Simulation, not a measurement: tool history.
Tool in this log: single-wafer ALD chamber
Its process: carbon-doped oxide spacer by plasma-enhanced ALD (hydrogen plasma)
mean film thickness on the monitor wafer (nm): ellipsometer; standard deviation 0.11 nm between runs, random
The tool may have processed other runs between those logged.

run  hour  heater temperature setpoint (deg C)  number of ALD cycles (cycles)  mean film thickness on the monitor wafer (nm)
  1   0.0                                  380                            492                                         23.421
  2   8.5                                  389                            492                                         23.574
  3  12.2                                  398                            492                                         23.438
  4  19.1                                  398                            516                                         24.558
  5  21.2                                  398                            534                                         25.437
  6  26.3                                  404                            534                                         25.176
  7  30.5                                  404                            549                                         25.950
  8  34.5                                  404                            560                                         26.410
  9  37.6                                  404                            568                                         26.976
 10  46.4                                  404                            573                                         27.160

What does the tool deliver on the next run?
 11  49.5                                  404                            577                                              ?

mean film thickness on the monitor wafer (nm): 27.309

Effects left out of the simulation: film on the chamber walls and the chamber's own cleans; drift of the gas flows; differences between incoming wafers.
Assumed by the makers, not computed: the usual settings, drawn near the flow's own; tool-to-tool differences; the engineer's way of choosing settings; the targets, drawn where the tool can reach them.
